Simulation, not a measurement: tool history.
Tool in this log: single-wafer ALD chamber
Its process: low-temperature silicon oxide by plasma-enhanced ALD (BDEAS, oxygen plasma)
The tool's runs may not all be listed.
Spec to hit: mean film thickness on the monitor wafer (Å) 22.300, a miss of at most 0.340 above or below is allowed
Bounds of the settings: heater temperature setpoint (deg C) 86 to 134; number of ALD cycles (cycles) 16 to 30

| run | hour | heater temperature setpoint (deg C) | number of ALD cycles (cycles) | mean film thickness on the monitor wafer (Å) |
|---|---|---|---|---|
| 1 | 0.0 | 110 | 23 | 31.140 |
| 2 | 5.5 | 112 | 22 | 29.663 |
| 3 | 10.4 | 112 | 25 | 33.712 |
| 4 | 13.7 | 115 | 23 | 30.935 |
| 5 | 19.6 | 115 | 24 | 32.283 |
| 6 | 23.0 | 122 | 24 | 31.701 |
| 7 | 29.9 | 124 | 22 | 28.994 |
| 8 | 34.7 | 125 | 21 | 27.558 |
| 9 | 39.6 | 126 | 20 | 26.131 |
| 10 | 48.6 | 127 | 19 | 24.871 |

Of the 4 settings listed for the next run, only one would bring every result within its allowed miss of target. Which one?
| A | 57.6 | 129 | 17 | ? |
| B | 57.6 | 122 | 18 | ? |
| C | 57.6 | 123 | 18 | ? |
| D | 57.6 | 133 | 23 | ? |

| move | mean film thickness on the monitor wafer (Å) |
|---|---|
| A | 22.196 |
| B | 23.819 |
| C | 23.774 |
| D | 29.799 |
A: all results in spec
B: gains on the last run, yet a result remains outside its allowed miss
C: gains on the last run, yet a result remains outside its allowed miss
D: lands further from the targets than the last run did
A meets every target.
